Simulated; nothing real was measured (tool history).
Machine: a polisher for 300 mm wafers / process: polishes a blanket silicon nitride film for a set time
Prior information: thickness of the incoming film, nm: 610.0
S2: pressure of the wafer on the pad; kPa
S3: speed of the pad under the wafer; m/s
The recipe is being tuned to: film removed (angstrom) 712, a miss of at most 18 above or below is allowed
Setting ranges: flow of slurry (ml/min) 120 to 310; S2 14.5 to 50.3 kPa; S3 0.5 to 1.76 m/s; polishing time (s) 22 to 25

Run 1, day 0: flow of slurry (ml/min) 200, S2 32.4 kPa, S3 1.12 m/s, polishing time (s) 25. Result: film removed (angstrom) 594.47.
Run 2, day 0.217: flow of slurry (ml/min) 210, S2 33.8 kPa, S3 1.12 m/s, polishing time (s) 25. Result: film removed (angstrom) 616.9.
Run 3, day 0.446: flow of slurry (ml/min) 250, S2 33.8 kPa, S3 1.12 m/s, polishing time (s) 25. Result: film removed (angstrom) 628.65.
Run 4, day 0.567: flow of slurry (ml/min) 250, S2 35.2 kPa, S3 1.12 m/s, polishing time (s) 25. Result: film removed (angstrom) 651.73.
Run 5, day 0.867: flow of slurry (ml/min) 250, S2 35.9 kPa, S3 1.12 m/s, polishing time (s) 25. Result: film removed (angstrom) 664.23.
Run 6, day 1.15: flow of slurry (ml/min) 250, S2 36.5 kPa, S3 1.12 m/s, polishing time (s) 25. Result: film removed (angstrom) 669.48.
Run 7, day 1.392: flow of slurry (ml/min) 250, S2 37.2 kPa, S3 1.12 m/s, polishing time (s) 25. Result: film removed (angstrom) 674.56.
Run 8, day 1.658: flow of slurry (ml/min) 250, S2 37.9 kPa, S3 1.12 m/s, polishing time (s) 25. Result: film removed (angstrom) 693.82.

Pick the move, out of 5, that brings all results within their allowed miss; only one does.
Run A, day 1.925: flow of slurry (ml/min) 225, S2 37.2 kPa, S3 1.12 m/s, polishing time (s) 25. Result: film removed (angstrom) ?.
Run B, day 1.925: flow of slurry (ml/min) 235, S2 38.6 kPa, S3 1.24 m/s, polishing time (s) 25. Result: film removed (angstrom) ?.
Run C, day 1.925: flow of slurry (ml/min) 190, S2 32.4 kPa, S3 1.44 m/s, polishing time (s) 25. Result: film removed (angstrom) ?.
Run D, day 1.925: flow of slurry (ml/min) 245, S2 40.7 kPa, S3 1.2 m/s, polishing time (s) 22. Result: film removed (angstrom) ?.
Run E, day 1.925: flow of slurry (ml/min) 230, S2 41.4 kPa, S3 1.16 m/s, polishing time (s) 25. Result: film removed (angstrom) ?.

move  film removed (angstrom)
   A                   671.59
   B                   754.46
   C                   717.79
   D                   678.29
   E                   754.81
A: the biggest miss grows against the last run
B: takes the biggest miss from the last run beyond its target
C: each result inside its tolerance
D: the biggest miss grows against the last run
E: takes the biggest miss from the last run beyond its target
The move that meets every target is C.
